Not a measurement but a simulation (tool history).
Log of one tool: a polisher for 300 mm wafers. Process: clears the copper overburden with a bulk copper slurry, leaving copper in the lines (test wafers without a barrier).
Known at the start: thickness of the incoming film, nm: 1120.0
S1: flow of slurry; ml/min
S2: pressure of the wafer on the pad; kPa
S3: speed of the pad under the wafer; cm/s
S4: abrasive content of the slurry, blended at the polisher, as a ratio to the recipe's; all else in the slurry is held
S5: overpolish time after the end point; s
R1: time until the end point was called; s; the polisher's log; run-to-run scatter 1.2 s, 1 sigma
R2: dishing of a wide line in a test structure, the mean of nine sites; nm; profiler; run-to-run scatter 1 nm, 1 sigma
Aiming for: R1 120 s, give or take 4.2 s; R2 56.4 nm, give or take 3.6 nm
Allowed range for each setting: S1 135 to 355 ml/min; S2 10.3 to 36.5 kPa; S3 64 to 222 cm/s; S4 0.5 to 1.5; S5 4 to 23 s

Run 1, day 0: S1 225 ml/min, S2 23.4 kPa, S3 142 cm/s, S4 1, S5 12 s. Result: R1 84.636 s, R2 80.032 nm.
Run 2, day 0.329: S1 225 ml/min, S2 21.4 kPa, S3 142 cm/s, S4 1, S5 11 s. Result: R1 93.263 s, R2 71.266 nm.
Run 3, day 0.412: S1 225 ml/min, S2 21.4 kPa, S3 142 cm/s, S4 1, S5 14 s. Result: R1 91.911 s, R2 81.493 nm.
Run 4, day 0.521: S1 225 ml/min, S2 20 kPa, S3 142 cm/s, S4 1, S5 13 s. Result: R1 99.857 s, R2 75.386 nm.
Run 5, day 0.75: S1 225 ml/min, S2 19.3 kPa, S3 142 cm/s, S4 1, S5 12 s. Result: R1 101.65 s, R2 70.128 nm.
Run 6, day 1.071: S1 225 ml/min, S2 18.6 kPa, S3 142 cm/s, S4 1, S5 11 s. Result: R1 106.5 s, R2 65.045 nm.
Run 7, day 1.154: S1 225 ml/min, S2 17.9 kPa, S3 142 cm/s, S4 1, S5 11 s. Result: R1 109.53 s, R2 62.432 nm.
Run 8, day 1.375: S1 225 ml/min, S2 17.2 kPa, S3 142 cm/s, S4 1, S5 11 s. Result: R1 114.08 s, R2 62.084 nm.
Run 9, day 1.612: S1 220 ml/min, S2 15.9 kPa, S3 142 cm/s, S4 1, S5 9 s. Result: R1 123.78 s, R2 49.944 nm.
Run 10, day 1.788: S1 225 ml/min, S2 15.9 kPa, S3 142 cm/s, S4 1, S5 9 s. Result: R1 124.48 s, R2 47.526 nm.
Run 11, day 1.9: S1 215 ml/min, S2 17.2 kPa, S3 142 cm/s, S4 1, S5 12 s. Result: R1 115.21 s, R2 63.465 nm.
Run 12, day 2.158: S1 210 ml/min, S2 17.2 kPa, S3 142 cm/s, S4 1, S5 12 s. Result: R1 113.64 s, R2 66.61 nm.
Run 13, day 2.529: S1 220 ml/min, S2 17.2 kPa, S3 142 cm/s, S4 1, S5 12 s. Result: R1 114.48 s, R2 65.225 nm.

Exactly one of the 4 candidate moves below puts every result within its allowed miss. Which one?
Run A, day 2.9: S1 235 ml/min, S2 22.1 kPa, S3 108 cm/s, S4 0.85, S5 8 s. Result: R1 ?, R2 ?.
Run B, day 2.9: S1 190 ml/min, S2 17.2 kPa, S3 138 cm/s, S4 0.95, S5 10 s. Result: R1 ?, R2 ?.
Run C, day 2.9: S1 230 ml/min, S2 18.6 kPa, S3 138 cm/s, S4 0.95, S5 8 s. Result: R1 ?, R2 ?.
Run D, day 2.9: S1 235 ml/min, S2 16.5 kPa, S3 168 cm/s, S4 0.7, S5 8 s. Result: R1 ?, R2 ?.

move      R1      R2
   A  118.52   47.94
   B  118.04  55.356
   C  108.03  50.665
   D  105.75  50.852
A: takes the result that was furthest off past its target
B: meets every target
C: takes the result that was furthest off past its target
D: takes the result that was furthest off past its target
Correct choice: B, which meets every target
